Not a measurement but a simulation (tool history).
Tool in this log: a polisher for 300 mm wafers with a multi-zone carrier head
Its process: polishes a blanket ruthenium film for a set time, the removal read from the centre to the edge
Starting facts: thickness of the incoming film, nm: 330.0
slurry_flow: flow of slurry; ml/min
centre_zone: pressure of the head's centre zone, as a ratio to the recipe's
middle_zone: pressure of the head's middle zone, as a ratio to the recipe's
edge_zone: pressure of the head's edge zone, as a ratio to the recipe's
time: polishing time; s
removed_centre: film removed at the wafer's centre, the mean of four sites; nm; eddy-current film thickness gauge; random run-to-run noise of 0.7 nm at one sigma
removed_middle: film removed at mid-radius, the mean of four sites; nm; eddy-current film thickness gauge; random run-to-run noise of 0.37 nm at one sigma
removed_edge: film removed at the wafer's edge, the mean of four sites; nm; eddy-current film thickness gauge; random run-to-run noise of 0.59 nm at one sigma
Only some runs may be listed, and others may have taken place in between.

run	hour	slurry_flow	centre_zone	middle_zone	edge_zone	time	removed_centre	removed_middle	removed_edge
1	0.0	145	1.00	1.00	1.00	60	74.750	74.992	74.209
2	3.4	135	0.98	0.97	0.98	59	70.120	70.037	71.057
3	7.4	135	1.03	0.97	0.98	59	73.608	70.163	70.746
4	11.0	135	1.08	0.97	0.98	59	76.379	70.573	70.767
5	15.5	125	1.05	0.96	0.97	59	73.177	69.109	68.847
6	20.1	125	1.05	0.96	0.91	59	74.499	67.903	68.213

Estimate the outcome of run 7 from the log above:
7	23.8	120	1.02	0.95	0.92	59	?	?	?

{"run 7": {"removed_centre": 71.326, "removed_middle": 66.422, "removed_edge": 67.221}}
